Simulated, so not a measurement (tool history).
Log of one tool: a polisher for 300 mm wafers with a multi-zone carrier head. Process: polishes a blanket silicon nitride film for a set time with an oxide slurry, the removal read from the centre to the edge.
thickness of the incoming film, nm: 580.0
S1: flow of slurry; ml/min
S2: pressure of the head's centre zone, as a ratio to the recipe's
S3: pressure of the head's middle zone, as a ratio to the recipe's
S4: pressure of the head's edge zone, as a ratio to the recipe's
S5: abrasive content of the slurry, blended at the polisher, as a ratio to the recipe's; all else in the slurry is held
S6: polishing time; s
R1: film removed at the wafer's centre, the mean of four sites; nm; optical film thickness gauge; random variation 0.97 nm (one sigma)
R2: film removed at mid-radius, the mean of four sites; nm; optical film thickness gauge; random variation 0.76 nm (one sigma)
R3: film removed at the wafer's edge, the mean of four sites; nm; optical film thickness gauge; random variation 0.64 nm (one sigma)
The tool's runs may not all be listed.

run,hour,S1,S2,S3,S4,S5,S6,R1,R2,R3
1,0,315,1,1,1,1,65,53.95,54.396,54.263
2,1.5,315,1,1,1,1,78,64.408,66.823,64.394
3,4.5,315,1.02,0.96,1.02,1,78,64.373,63.19,64.665
4,8.6,240,1.02,0.96,1.02,1,78,63.193,61.898,64.71
5,9.9,240,1.02,0.96,0.94,1,78,62.332,61.022,61.905
6,10.8,240,1.02,0.96,0.94,1,84,66.862,65.688,66.71

Run 7 comes next. What will it give?
7,16.9,235,1.03,0.93,0.94,1,84,?,?,?

{"run 7": {"R1": 67.755, "R2": 65.884, "R3": 67.558}}
